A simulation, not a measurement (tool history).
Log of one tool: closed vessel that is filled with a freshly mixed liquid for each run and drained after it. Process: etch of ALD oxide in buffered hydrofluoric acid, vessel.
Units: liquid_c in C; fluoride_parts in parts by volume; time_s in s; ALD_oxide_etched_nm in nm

run	hour	liquid_c	fluoride_parts	time_s	ALD_oxide_etched_nm
1	0	20	15	30	46.118
2	7.1	21	15	30	49.199
3	14.8	21	15	30	48.837
4	22.9	21	15	30	49.505
5	25.1	21	17	30	43.822
6	33	21	15.5	30	47.866

The next listed run, before its measurement:
7	36.1	21.5	15.5	30	?

Run 7 gave ALD_oxide_etched_nm 49.435 nm.

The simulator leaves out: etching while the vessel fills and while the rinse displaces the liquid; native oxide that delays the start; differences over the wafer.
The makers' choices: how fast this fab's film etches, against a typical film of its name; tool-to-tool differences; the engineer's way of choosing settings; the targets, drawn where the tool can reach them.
